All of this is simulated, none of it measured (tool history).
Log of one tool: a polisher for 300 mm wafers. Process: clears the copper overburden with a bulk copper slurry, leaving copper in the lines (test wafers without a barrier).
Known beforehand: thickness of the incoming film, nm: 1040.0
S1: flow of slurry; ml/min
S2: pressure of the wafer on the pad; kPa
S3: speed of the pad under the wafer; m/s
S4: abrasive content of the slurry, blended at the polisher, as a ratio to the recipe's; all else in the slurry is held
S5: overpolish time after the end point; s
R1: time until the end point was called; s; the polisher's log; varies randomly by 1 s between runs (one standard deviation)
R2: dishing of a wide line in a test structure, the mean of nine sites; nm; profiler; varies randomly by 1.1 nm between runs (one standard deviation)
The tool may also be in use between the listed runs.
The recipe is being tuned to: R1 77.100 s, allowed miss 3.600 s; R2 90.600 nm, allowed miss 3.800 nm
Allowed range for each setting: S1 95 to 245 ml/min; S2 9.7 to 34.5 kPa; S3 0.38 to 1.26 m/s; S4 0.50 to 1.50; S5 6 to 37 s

{"run": 1, "day": 0.0, "S1": 155, "S2": 22.1, "S3": 0.82, "S4": 1.0, "S5": 19, "R1": 102.3, "R2": 79.877}
{"run": 2, "day": 0.146, "S1": 155, "S2": 22.8, "S3": 0.82, "S4": 1.0, "S5": 19, "R1": 101.41, "R2": 81.207}
{"run": 3, "day": 0.238, "S1": 155, "S2": 22.8, "S3": 0.64, "S4": 1.0, "S5": 19, "R1": 127.27, "R2": 69.849}
{"run": 4, "day": 0.588, "S1": 155, "S2": 22.8, "S3": 0.52, "S4": 1.0, "S5": 19, "R1": 160.43, "R2": 62.938}
{"run": 5, "day": 0.733, "S1": 155, "S2": 22.8, "S3": 0.52, "S4": 1.1, "S5": 19, "R1": 152.27, "R2": 64.08}
{"run": 6, "day": 0.775, "S1": 155, "S2": 22.8, "S3": 0.7, "S4": 1.1, "S5": 19, "R1": 114.06, "R2": 75.878}
{"run": 7, "day": 1.138, "S1": 155, "S2": 24.1, "S3": 0.7, "S4": 1.1, "S5": 19, "R1": 110.46, "R2": 78.574}
{"run": 8, "day": 1.329, "S1": 155, "S2": 25.5, "S3": 0.7, "S4": 1.1, "S5": 18, "R1": 104.24, "R2": 79.544}
{"run": 9, "day": 1.625, "S1": 175, "S2": 31.7, "S3": 0.72, "S4": 1.1, "S5": 15, "R1": 79.918, "R2": 83.398}

4 candidate next runs follow, results not yet known. Just one meets every target within its allowed miss. Identify it.
{"run": "A", "day": 1.921, "S1": 170, "S2": 31.0, "S3": 0.68, "S4": 1.1, "S5": 14, "R1": "?", "R2": "?"}
{"run": "B", "day": 1.921, "S1": 150, "S2": 31.7, "S3": 0.7, "S4": 1.05, "S5": 19, "R1": "?", "R2": "?"}
{"run": "C", "day": 1.921, "S1": 170, "S2": 31.7, "S3": 0.74, "S4": 1.15, "S5": 14, "R1": "?", "R2": "?"}
{"run": "D", "day": 1.921, "S1": 220, "S2": 29.0, "S3": 0.88, "S4": 0.7, "S5": 17, "R1": "?", "R2": "?"}

move=A R1=87.894 R2=76.860
move=B R1=86.220 R2=90.920
move=C R1=78.370 R2=82.030
move=D R1=79.952 R2=88.512
A: its largest miss is bigger than the last run's
B: brings the result that was furthest off to its target, and leaves another outside
C: its largest miss is bigger than the last run's
D: meets every target
Move D is the one to make.
